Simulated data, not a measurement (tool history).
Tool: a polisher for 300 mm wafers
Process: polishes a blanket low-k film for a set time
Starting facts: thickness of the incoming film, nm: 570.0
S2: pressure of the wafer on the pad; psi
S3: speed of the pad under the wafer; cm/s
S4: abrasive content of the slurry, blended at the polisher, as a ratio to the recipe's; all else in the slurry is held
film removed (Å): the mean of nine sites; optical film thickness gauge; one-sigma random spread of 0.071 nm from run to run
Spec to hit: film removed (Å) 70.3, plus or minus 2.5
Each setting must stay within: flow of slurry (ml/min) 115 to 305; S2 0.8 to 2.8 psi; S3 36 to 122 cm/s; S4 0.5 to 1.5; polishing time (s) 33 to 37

Run 1, hour 0: flow of slurry (ml/min) 195, S2 1.8 psi, S3 78 cm/s, S4 1, polishing time (s) 37. Result: film removed (Å) 125.94.
Run 2, hour 1.4: flow of slurry (ml/min) 195, S2 1.5 psi, S3 78 cm/s, S4 1, polishing time (s) 37. Result: film removed (Å) 108.62.
Run 3, hour 5.3: flow of slurry (ml/min) 195, S2 1.3 psi, S3 76 cm/s, S4 1, polishing time (s) 37. Result: film removed (Å) 97.286.
Run 4, hour 9.8: flow of slurry (ml/min) 195, S2 1.5 psi, S3 76 cm/s, S4 1, polishing time (s) 37. Result: film removed (Å) 106.83.
Run 5, hour 15: flow of slurry (ml/min) 195, S2 1.3 psi, S3 74 cm/s, S4 1, polishing time (s) 37. Result: film removed (Å) 92.08.
Run 6, hour 16.5: flow of slurry (ml/min) 195, S2 1.3 psi, S3 74 cm/s, S4 1.1, polishing time (s) 37. Result: film removed (Å) 99.328.
Run 7, hour 18.1: flow of slurry (ml/min) 185, S2 0.8 psi, S3 68 cm/s, S4 1.1, polishing time (s) 37. Result: film removed (Å) 65.326.
Run 8, hour 19.2: flow of slurry (ml/min) 190, S2 0.8 psi, S3 68 cm/s, S4 1.1, polishing time (s) 37. Result: film removed (Å) 66.053.
Run 9, hour 26.9: flow of slurry (ml/min) 195, S2 0.8 psi, S3 68 cm/s, S4 1.1, polishing time (s) 37. Result: film removed (Å) 66.471.
Run 10, hour 35: flow of slurry (ml/min) 200, S2 0.8 psi, S3 68 cm/s, S4 1.1, polishing time (s) 37. Result: film removed (Å) 67.203.
Run 11, hour 42.2: flow of slurry (ml/min) 205, S2 0.8 psi, S3 68 cm/s, S4 1.1, polishing time (s) 37. Result: film removed (Å) 66.57.

4 next moves are on the table. One of them brings every result within its allowed miss. Which?
Run A, hour 49.4: flow of slurry (ml/min) 205, S2 1 psi, S3 46 cm/s, S4 1.45, polishing time (s) 37. Result: film removed (Å) ?.
Run B, hour 49.4: flow of slurry (ml/min) 210, S2 0.8 psi, S3 66 cm/s, S4 1.1, polishing time (s) 34. Result: film removed (Å) ?.
Run C, hour 49.4: flow of slurry (ml/min) 125, S2 1 psi, S3 82 cm/s, S4 1.1, polishing time (s) 36. Result: film removed (Å) ?.
Run D, hour 49.4: flow of slurry (ml/min) 215, S2 1 psi, S3 66 cm/s, S4 1.5, polishing time (s) 33. Result: film removed (Å) ?.

move  film removed (Å)
   A            70.853
   B            61.132
   C            78.684
   D             79.46
A: all results in spec
B: further off than the last run
C: pushes the last run's worst result past its target
D: pushes the last run's worst result past its target
The move that meets every target is A.
